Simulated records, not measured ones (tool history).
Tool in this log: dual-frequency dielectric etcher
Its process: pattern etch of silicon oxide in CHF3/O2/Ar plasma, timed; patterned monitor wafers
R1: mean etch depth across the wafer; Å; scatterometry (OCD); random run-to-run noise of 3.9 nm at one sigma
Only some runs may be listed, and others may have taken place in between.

run 1 hour=0.0 | source_power_(W)=460 bias_power_(W)=172 etch_time_(s)=348.0 | R1=6769.4
run 2 hour=6.0 | source_power_(W)=430 bias_power_(W)=172 etch_time_(s)=348.0 | R1=6488.8
run 3 hour=12.1 | source_power_(W)=450 bias_power_(W)=173 etch_time_(s)=348.0 | R1=6657.7
run 4 hour=19.9 | source_power_(W)=410 bias_power_(W)=173 etch_time_(s)=348.0 | R1=6408.2
run 5 hour=21.6 | source_power_(W)=430 bias_power_(W)=175 etch_time_(s)=348.0 | R1=6592.7
run 6 hour=26.9 | source_power_(W)=450 bias_power_(W)=176 etch_time_(s)=348.0 | R1=6783.1

Run 7 comes next. What will it give?
run 7 hour=31.8 | source_power_(W)=460 bias_power_(W)=177 etch_time_(s)=348.0 | R1=?

Run 7 produced R1 6818.4 Å.

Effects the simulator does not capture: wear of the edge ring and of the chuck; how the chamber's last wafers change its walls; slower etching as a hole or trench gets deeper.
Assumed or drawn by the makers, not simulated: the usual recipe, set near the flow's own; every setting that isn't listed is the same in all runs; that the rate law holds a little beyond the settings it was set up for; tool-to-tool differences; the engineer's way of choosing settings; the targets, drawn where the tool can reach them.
